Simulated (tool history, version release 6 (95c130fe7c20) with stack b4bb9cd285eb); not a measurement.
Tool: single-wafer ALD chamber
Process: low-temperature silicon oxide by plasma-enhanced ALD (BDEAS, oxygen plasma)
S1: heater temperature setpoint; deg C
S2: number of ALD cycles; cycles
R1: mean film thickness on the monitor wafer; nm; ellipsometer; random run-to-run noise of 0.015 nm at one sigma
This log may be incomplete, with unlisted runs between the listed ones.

run 1 day=0 | S1=85 S2=37 | R1=5.4009
run 2 day=0.079 | S1=88 S2=36 | R1=5.2186
run 3 day=0.167 | S1=90 S2=35 | R1=5.037
run 4 day=0.483 | S1=90 S2=32 | R1=4.6017
run 5 day=0.612 | S1=90 S2=30 | R1=4.3133
run 6 day=0.742 | S1=88 S2=31 | R1=4.4594

Run 7 comes next. What will it give?
run 7 day=1.042 | S1=87 S2=31 | R1=?

R1: 4.5123 nm
